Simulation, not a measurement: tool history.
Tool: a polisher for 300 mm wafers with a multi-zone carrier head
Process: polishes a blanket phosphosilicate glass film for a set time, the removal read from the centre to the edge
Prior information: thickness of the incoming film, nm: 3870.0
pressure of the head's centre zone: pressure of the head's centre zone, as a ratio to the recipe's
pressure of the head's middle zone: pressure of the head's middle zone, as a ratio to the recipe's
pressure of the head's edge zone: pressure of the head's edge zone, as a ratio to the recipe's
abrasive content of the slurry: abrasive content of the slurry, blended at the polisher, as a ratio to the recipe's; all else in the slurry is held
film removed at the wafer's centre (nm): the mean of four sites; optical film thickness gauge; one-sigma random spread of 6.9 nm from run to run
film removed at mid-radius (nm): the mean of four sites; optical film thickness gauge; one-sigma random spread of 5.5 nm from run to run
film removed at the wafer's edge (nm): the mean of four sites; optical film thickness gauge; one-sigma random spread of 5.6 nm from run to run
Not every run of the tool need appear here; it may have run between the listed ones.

run	day	flow of slurry (ml/min)	pressure of the head's centre zone	pressure of the head's middle zone	pressure of the head's edge zone	abrasive content of the slurry	polishing time (s)	film removed at the wafer's centre (nm)	film removed at mid-radius (nm)	film removed at the wafer's edge (nm)
1	0.000	255	1.00	1.00	1.00	1.00	43	361.53	364.49	384.95
2	0.038	255	0.96	1.00	1.00	1.00	43	350.04	360.21	385.38
3	0.154	260	0.97	1.02	1.02	1.05	43	360.52	378.58	393.77
4	0.367	260	0.97	1.02	1.10	1.05	43	359.60	375.81	403.14
5	0.417	260	0.97	1.03	1.10	1.10	44	363.65	406.96	426.72
6	0.475	265	0.99	1.03	1.10	1.15	44	382.20	408.11	431.65
7	0.767	265	1.00	1.04	1.10	1.20	45	408.81	428.00	453.38
8	1.079	265	1.00	1.05	1.10	1.25	45	411.45	435.38	460.15
9	1.425	270	1.00	1.06	1.10	1.30	45	424.65	435.66	464.28
10	1.658	270	1.00	1.08	1.10	1.30	46	444.06	474.38	473.10
# day 1.779: slurry nozzle cleaned
11	1.779	270	1.00	1.08	1.11	1.35	46	470.81	503.21	510.53
12	1.888	265	0.98	1.09	1.12	1.40	46	473.69	512.42	514.51

What does the tool deliver on the next run?
13	2.229	265	0.97	1.09	1.13	1.40	46	?	?	?

{"run 13": {"film removed at the wafer's centre (nm)": 473.2, "film removed at mid-radius (nm)": 523.37, "film removed at the wafer's edge (nm)": 530.94}}
